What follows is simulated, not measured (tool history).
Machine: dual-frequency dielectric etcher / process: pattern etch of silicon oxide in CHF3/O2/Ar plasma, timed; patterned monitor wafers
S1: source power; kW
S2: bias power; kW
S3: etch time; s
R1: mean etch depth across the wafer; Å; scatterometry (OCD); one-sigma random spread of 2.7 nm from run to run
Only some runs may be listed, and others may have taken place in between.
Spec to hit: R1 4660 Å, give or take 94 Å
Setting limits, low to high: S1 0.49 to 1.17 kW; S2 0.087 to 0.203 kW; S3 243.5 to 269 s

run 1 hour=0 | S1=0.83 S2=0.145 S3=269 | R1=5431.2
run 2 hour=4.4 | S1=0.83 S2=0.145 S3=269 | R1=5368.1
run 3 hour=8 | S1=0.9 S2=0.145 S3=269 | R1=5540.8
run 4 hour=12.6 | S1=0.9 S2=0.145 S3=243.5 | R1=5087.7
run 5 hour=15.8 | S1=0.9 S2=0.145 S3=243.5 | R1=5019.4
run 6 hour=19.3 | S1=0.87 S2=0.14 S3=243.5 | R1=4997.4
run 7 hour=27.2 | S1=0.84 S2=0.137 S3=243.5 | R1=4907.1
run 8 hour=34.2 | S1=0.82 S2=0.135 S3=243.5 | R1=4861.4

Which single option among these 5 for the next run brings every result within its allowed miss of target? Just one does.
run A hour=41.2 | S1=0.77 S2=0.131 S3=256.5 | R1=?
run B hour=41.2 | S1=0.67 S2=0.146 S3=243.5 | R1=?
run C hour=41.2 | S1=0.68 S2=0.133 S3=255 | R1=?
run D hour=41.2 | S1=0.63 S2=0.152 S3=243.5 | R1=?
run E hour=41.2 | S1=0.78 S2=0.139 S3=269 | R1=?

move=A R1=4870.8
move=B R1=4463
move=C R1=4609.4
move=D R1=4387.7
move=E R1=5200.3
A: no better and no worse than the last run
B: pushes the last run's worst result past its target
C: each result inside its tolerance
D: pushes the last run's worst result past its target
E: lands further from the targets than the last run did
Correct choice: C, which meets every target

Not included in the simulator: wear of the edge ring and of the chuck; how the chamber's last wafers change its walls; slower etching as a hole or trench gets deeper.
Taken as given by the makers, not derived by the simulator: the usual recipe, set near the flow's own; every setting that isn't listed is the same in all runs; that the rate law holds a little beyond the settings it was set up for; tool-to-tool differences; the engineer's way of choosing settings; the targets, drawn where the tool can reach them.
